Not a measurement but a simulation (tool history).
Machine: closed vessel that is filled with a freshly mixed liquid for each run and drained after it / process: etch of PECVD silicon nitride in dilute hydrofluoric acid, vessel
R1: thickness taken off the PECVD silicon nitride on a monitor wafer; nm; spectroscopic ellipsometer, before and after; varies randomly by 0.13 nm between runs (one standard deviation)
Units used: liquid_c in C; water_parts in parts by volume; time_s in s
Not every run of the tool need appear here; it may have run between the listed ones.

Run 1, hour 0: liquid_c 20 C, water_parts 120 parts by volume, time_s 1615 s. Result: R1 17.98 nm.
Run 2, hour 7.8: liquid_c 22 C, water_parts 120 parts by volume, time_s 1615 s. Result: R1 20.354 nm.
Run 3, hour 16.5: liquid_c 23.5 C, water_parts 120 parts by volume, time_s 1615 s. Result: R1 22.525 nm.
Run 4, hour 20.4: liquid_c 24.5 C, water_parts 120 parts by volume, time_s 1615 s. Result: R1 24.177 nm.
Run 5, hour 25.4: liquid_c 25 C, water_parts 120 parts by volume, time_s 1615 s. Result: R1 24.749 nm.
Run 6, hour 33.8: liquid_c 25.5 C, water_parts 120 parts by volume, time_s 1615 s. Result: R1 25.954 nm.
Run 7, hour 43.3: liquid_c 25.5 C, water_parts 120 parts by volume, time_s 1615 s. Result: R1 25.672 nm.
Run 8, hour 51.1: liquid_c 26 C, water_parts 120 parts by volume, time_s 1615 s. Result: R1 26.608 nm.

Run 9 has not been measured yet. What should we expect?
Run 9, hour 59.1: liquid_c 26.5 C, water_parts 120 parts by volume, time_s 1615 s. Result: R1 ?.

For run 9 the tool returned R1 27.165 nm.
